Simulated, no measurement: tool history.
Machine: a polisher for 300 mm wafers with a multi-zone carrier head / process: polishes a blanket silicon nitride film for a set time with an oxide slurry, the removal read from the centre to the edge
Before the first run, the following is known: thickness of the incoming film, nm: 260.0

run  hour  flow of slurry (ml/min)  pressure of the head's centre zone  pressure of the head's middle zone  pressure of the head's edge zone  abrasive content of the slurry  polishing time (s)  film removed at the wafer's centre (angstrom)  film removed at mid-radius (angstrom)  film removed at the wafer's edge (angstrom)
  1     0                      320                                   1                                   1                                 1                               1                  30                                         133.02                                 132.65                                       131.14
  2   2.5                      300                                0.97                                0.97                              0.97                             0.9                  26                                         105.85                                 102.33                                       106.24
  3   4.5                      300                                0.95                                0.98                              0.94                             0.8                  23                                         83.006                                 86.239                                       85.401
  4  12.5                      365                                0.95                                0.98                              0.94                             0.8                  23                                         86.092                                   86.1                                       86.864
  5  16.2                      370                                0.93                                0.97                              0.92                            0.75                  22                                          76.37                                 77.497                                       76.021
  6  18.8                      370                                0.93                                0.89                              0.92                            0.75                  22                                         75.456                                 72.866                                       77.374
  7  19.7                      375                                0.91                                0.88                              0.89                             0.7                  22                                         70.132                                 67.461                                       71.796
  8  28.2                      380                                0.89                                0.88                              0.87                            0.65                  22                                         63.497                                 63.758                                        66.58
  9  35.8                      385                                0.89                                0.86                              0.81                             0.5                  21                                          43.38                                 41.736                                       43.997
 10  41.2                      395                                0.89                                0.88                              0.83                             0.5                  21                                         44.382                                 44.424                                       44.435
 11  43.9                      395                                0.89                                0.88                              0.86                             0.5                  21                                         43.949                                 43.687                                       44.633
 12  49.8                      395                                0.89                                0.88                              0.86                             0.5                  21                                         44.222                                  43.18                                       46.022
 13  50.7                      390                                0.98                                0.98                              0.96                            0.75                  21                                         75.604                                  75.29                                       74.555
 14  52.7                      385                                0.96                                0.96                              0.94                             0.7                  21                                         69.422                                 69.193                                       69.209
 15  53.8                      380                                0.94                                0.95                              0.91                             0.7                  21                                         68.179                                 71.105                                       70.337
 16  55.1                      370                                0.93                                0.94                              0.89                            0.65                  21                                         63.262                                 64.428                                       63.193

Expected results for the next run?
 17  55.6                      370                                0.92                                0.93                              0.88                            0.65                  21                                              ?                                      ?                                            ?

film removed at the wafer's centre (angstrom): 62.791
film removed at mid-radius (angstrom): 62.024
film removed at the wafer's edge (angstrom): 62.137
